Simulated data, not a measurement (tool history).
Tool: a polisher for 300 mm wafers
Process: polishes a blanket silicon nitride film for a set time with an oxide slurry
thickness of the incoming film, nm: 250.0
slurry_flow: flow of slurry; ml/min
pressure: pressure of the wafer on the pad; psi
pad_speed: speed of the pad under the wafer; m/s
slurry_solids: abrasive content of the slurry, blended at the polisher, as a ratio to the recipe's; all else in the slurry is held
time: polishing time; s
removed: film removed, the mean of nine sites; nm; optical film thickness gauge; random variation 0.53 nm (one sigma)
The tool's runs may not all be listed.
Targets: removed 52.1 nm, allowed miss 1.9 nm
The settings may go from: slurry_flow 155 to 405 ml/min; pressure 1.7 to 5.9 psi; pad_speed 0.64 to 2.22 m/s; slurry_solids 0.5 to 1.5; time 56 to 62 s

run 1 hour=0 | slurry_flow=260 pressure=3.8 pad_speed=1.42 slurry_solids=1 time=62 | removed=62.651
run 2 hour=4.9 | slurry_flow=260 pressure=3.6 pad_speed=1.42 slurry_solids=1 time=62 | removed=60.031
run 3 hour=5.6 | slurry_flow=260 pressure=3.6 pad_speed=1.42 slurry_solids=1 time=62 | removed=59.062
run 4 hour=10.4 | slurry_flow=260 pressure=3.6 pad_speed=1.42 slurry_solids=0.85 time=62 | removed=54.626
run 5 hour=14 | slurry_flow=260 pressure=3.6 pad_speed=1.54 slurry_solids=0.85 time=62 | removed=59.392
run 6 hour=15 | slurry_flow=260 pressure=3.5 pad_speed=1.54 slurry_solids=0.85 time=62 | removed=57.48
run 7 hour=23.3 | slurry_flow=260 pressure=3.4 pad_speed=1.54 slurry_solids=0.85 time=62 | removed=55.588
run 8 hour=31.1 | slurry_flow=260 pressure=3.3 pad_speed=1.54 slurry_solids=0.85 time=62 | removed=54.683

5 next moves are on the table. One of them brings every result within its allowed miss. Which?
run A hour=38.9 | slurry_flow=295 pressure=3.3 pad_speed=1.46 slurry_solids=0.85 time=56 | removed=?
run B hour=38.9 | slurry_flow=320 pressure=2.9 pad_speed=1.84 slurry_solids=0.75 time=57 | removed=?
run C hour=38.9 | slurry_flow=185 pressure=2.7 pad_speed=1.98 slurry_solids=0.85 time=60 | removed=?
run D hour=38.9 | slurry_flow=320 pressure=3.1 pad_speed=1.54 slurry_solids=0.85 time=56 | removed=?
run E hour=38.9 | slurry_flow=230 pressure=3.2 pad_speed=1.48 slurry_solids=0.8 time=60 | removed=?

move=A removed=46.963
move=B removed=47.842
move=C removed=51.185
move=D removed=46.48
move=E removed=46.903
A: takes the result that was furthest off past its target
B: takes the result that was furthest off past its target
C: meets every target
D: takes the result that was furthest off past its target
E: takes the result that was furthest off past its target
Answer: C
